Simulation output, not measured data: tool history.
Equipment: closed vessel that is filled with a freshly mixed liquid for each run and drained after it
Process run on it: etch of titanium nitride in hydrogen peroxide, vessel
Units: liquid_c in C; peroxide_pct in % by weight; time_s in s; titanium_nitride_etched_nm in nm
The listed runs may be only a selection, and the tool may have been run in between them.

run,day,liquid_c,peroxide_pct,time_s,titanium_nitride_etched_nm
1,0,50,20.5,3095,89.785
2,0.154,51.5,20.5,3095,100.17
3,0.304,52.5,20.5,3095,107.39
4,0.392,53,20.5,3095,110.9
5,0.492,57,20.5,3095,146.96
6,0.9,56,20.5,3095,136.88
7,1.212,55.5,20.5,3095,131.63

Run 8 has not been measured yet. What should we expect?
8,1.467,55.5,20.5,3095,?

titanium_nitride_etched_nm: 131.94 nm
